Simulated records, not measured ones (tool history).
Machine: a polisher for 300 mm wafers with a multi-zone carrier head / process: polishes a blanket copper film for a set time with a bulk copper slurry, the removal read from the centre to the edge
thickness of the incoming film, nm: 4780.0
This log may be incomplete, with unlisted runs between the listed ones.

run	hour	flow of slurry (ml/min)	pressure of the head's centre zone	pressure of the head's middle zone	pressure of the head's edge zone	abrasive content of the slurry	polishing time (s)	film removed at the wafer's centre (angstrom)	film removed at mid-radius (angstrom)	film removed at the wafer's edge (angstrom)
1	0	310	1	1	1	1	55	3419.9	3445.8	3453.2
2	6.9	310	0.95	1	1	1	55	3250.8	3424.5	3486.7
3	13.8	310	0.95	1	1	1.15	55	3369.7	3527.5	3478.4
4	14.3	310	0.94	0.99	1.02	1.15	56	3337.4	3499	3638.9
5	18	355	0.94	0.99	1.02	1.15	56	3443	3565.9	3703.6
6	25.4	355	0.94	0.99	1.1	1.15	56	3395.9	3593.5	3828.2

Expected results for the next run?
7	27.7	355	0.94	0.99	1.1	1.15	56	?	?	?

{"run 7": {"film removed at the wafer's centre (angstrom)": 3400.5, "film removed at mid-radius (angstrom)": 3589, "film removed at the wafer's edge (angstrom)": 3828.8}}
